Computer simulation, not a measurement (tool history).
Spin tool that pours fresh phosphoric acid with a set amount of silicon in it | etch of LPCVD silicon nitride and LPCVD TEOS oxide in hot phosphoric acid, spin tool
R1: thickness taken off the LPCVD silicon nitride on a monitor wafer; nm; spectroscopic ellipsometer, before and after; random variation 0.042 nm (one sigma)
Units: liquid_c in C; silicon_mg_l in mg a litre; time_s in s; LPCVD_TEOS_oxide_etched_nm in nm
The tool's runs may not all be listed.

{"run": 1, "hour": 0.0, "liquid_c": 163, "silicon_mg_l": 27, "time_s": 180, "R1": 15.753, "LPCVD_TEOS_oxide_etched_nm": 0.62878}
{"run": 2, "hour": 4.1, "liquid_c": 163, "silicon_mg_l": 40, "time_s": 180, "R1": 15.929, "LPCVD_TEOS_oxide_etched_nm": 0.31073}
{"run": 3, "hour": 7.4, "liquid_c": 163, "silicon_mg_l": 40, "time_s": 125, "R1": 11.075, "LPCVD_TEOS_oxide_etched_nm": 0.19317}
{"run": 4, "hour": 13.5, "liquid_c": 163, "silicon_mg_l": 40, "time_s": 80, "R1": 7.0517, "LPCVD_TEOS_oxide_etched_nm": 0.12875}
{"run": 5, "hour": 20.2, "liquid_c": 163, "silicon_mg_l": 49, "time_s": 80, "R1": 7.0508, "LPCVD_TEOS_oxide_etched_nm": 0.11942}
{"run": 6, "hour": 23.3, "liquid_c": 163, "silicon_mg_l": 48, "time_s": 80, "R1": 7.1243, "LPCVD_TEOS_oxide_etched_nm": 0.11707}
{"run": 7, "hour": 26.1, "liquid_c": 163, "silicon_mg_l": 47, "time_s": 80, "R1": 7.0487, "LPCVD_TEOS_oxide_etched_nm": 0.10982}
{"run": 8, "hour": 32.5, "liquid_c": 163, "silicon_mg_l": 46, "time_s": 80, "R1": 7.0509, "LPCVD_TEOS_oxide_etched_nm": 0.11211}
{"run": 9, "hour": 35.5, "liquid_c": 163, "silicon_mg_l": 45, "time_s": 80, "R1": 7.1315, "LPCVD_TEOS_oxide_etched_nm": 0.11084}
{"run": 10, "hour": 43.9, "liquid_c": 163, "silicon_mg_l": 44, "time_s": 80, "R1": 7.101, "LPCVD_TEOS_oxide_etched_nm": 0.11432}

Run 11 comes next. What will it give?
{"run": 11, "hour": 49.2, "liquid_c": 163, "silicon_mg_l": 43, "time_s": 80, "R1": "?", "LPCVD_TEOS_oxide_etched_nm": "?"}

R1: 7.0338 nm
LPCVD_TEOS_oxide_etched_nm: 0.11186 nm
